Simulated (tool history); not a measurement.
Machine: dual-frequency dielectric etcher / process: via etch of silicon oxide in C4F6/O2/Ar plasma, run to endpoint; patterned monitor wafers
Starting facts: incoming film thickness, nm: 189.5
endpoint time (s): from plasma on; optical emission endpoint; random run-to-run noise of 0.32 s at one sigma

run 1 day=0.000 | bias_power_(kW)=0.564 source_power_(kW)=0.340 Ar_flow_(sccm)=417 | endpoint_time_(s)=41.335
run 2 day=0.262 | bias_power_(kW)=0.564 source_power_(kW)=0.340 Ar_flow_(sccm)=344 | endpoint_time_(s)=40.417
run 3 day=0.292 | bias_power_(kW)=0.564 source_power_(kW)=0.380 Ar_flow_(sccm)=344 | endpoint_time_(s)=38.485
run 4 day=0.333 | bias_power_(kW)=0.564 source_power_(kW)=0.380 Ar_flow_(sccm)=411 | endpoint_time_(s)=39.201
run 5 day=0.583 | bias_power_(kW)=0.564 source_power_(kW)=0.380 Ar_flow_(sccm)=346 | endpoint_time_(s)=39.170
run 6 day=0.921 | bias_power_(kW)=0.545 source_power_(kW)=0.380 Ar_flow_(sccm)=347 | endpoint_time_(s)=38.952
run 7 day=0.975 | bias_power_(kW)=0.530 source_power_(kW)=0.370 Ar_flow_(sccm)=350 | endpoint_time_(s)=39.857

Predict the results of run 8:
run 8 day=1.221 | bias_power_(kW)=0.515 source_power_(kW)=0.360 Ar_flow_(sccm)=352 | endpoint_time_(s)=?

{"run 8": {"endpoint time (s)": 40.439}}
